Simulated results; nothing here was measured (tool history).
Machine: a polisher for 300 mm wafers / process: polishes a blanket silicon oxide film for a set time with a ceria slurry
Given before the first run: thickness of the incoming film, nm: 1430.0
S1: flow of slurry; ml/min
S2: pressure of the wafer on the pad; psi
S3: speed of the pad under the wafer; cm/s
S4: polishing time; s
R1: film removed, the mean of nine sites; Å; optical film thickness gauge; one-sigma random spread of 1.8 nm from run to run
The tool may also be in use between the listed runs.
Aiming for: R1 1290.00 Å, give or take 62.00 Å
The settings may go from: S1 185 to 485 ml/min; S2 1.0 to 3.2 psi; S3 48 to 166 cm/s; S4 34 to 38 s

run	hour	S1	S2	S3	S4	R1
1	0.0	310	2.1	106	38	996.37
2	5.3	370	2.1	106	38	1022.50
3	13.4	370	2.1	128	38	1255.20
4	21.9	370	1.6	128	38	953.05
5	22.6	370	1.7	128	38	999.77
6	30.6	370	1.8	128	38	1053.10
7	34.7	370	1.9	128	38	1125.00
8	41.0	370	2.0	128	38	1149.70
9	41.7	370	2.1	128	38	1237.00
10	45.3	370	2.1	128	38	1243.70

Consider the 5 candidate settings below. Which is the only one whose results all fall within their allowed miss of target?
A	48.9	385	2.2	138	35	?
B	48.9	350	2.2	120	35	?
C	48.9	390	2.1	128	35	?
D	48.9	410	2.1	126	37	?
E	48.9	315	2.2	116	38	?

move	R1
A	1267.70
B	1098.00
C	1127.00
D	1177.40
E	1143.00
A: in spec on every target
B: misses by more than the last run did
C: misses by more than the last run did
D: misses by more than the last run did
E: misses by more than the last run did
The right move is A.
